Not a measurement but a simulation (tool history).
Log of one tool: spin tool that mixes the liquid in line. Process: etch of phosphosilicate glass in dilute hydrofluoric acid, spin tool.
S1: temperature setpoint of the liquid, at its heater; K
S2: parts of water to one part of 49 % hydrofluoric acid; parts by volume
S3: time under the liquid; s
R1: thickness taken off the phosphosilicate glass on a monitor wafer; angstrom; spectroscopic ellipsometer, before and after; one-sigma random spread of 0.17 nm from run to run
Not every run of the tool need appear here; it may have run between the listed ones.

run 1 hour=0 | S1=296.15 S2=100 S3=15 | R1=89.63
run 2 hour=2.3 | S1=297.15 S2=95 S3=15 | R1=98.113
run 3 hour=10.9 | S1=297.15 S2=80 S3=15 | R1=119.93
run 4 hour=15.8 | S1=297.65 S2=75 S3=15 | R1=130.62
run 5 hour=16.7 | S1=299.15 S2=75 S3=15 | R1=139.58
-- hour=22.1 hydrofluoric acid flow meter replaced
run 6 hour=22.1 | S1=299.15 S2=75 S3=15 | R1=157.92
run 7 hour=25.2 | S1=299.65 S2=75 S3=15 | R1=161.33
run 8 hour=29.4 | S1=300.15 S2=75 S3=15 | R1=163.55
run 9 hour=35.2 | S1=300.65 S2=75 S3=15 | R1=167.62
run 10 hour=42.7 | S1=301.15 S2=75 S3=15 | R1=171.42
run 11 hour=50.2 | S1=301.65 S2=75 S3=15 | R1=173.08
run 12 hour=57.4 | S1=302.15 S2=75 S3=15 | R1=179.43

Run 13 comes next. What will it give?
run 13 hour=60.6 | S1=302.15 S2=75 S3=15 | R1=?

{"run 13": {"R1": 179.01}}
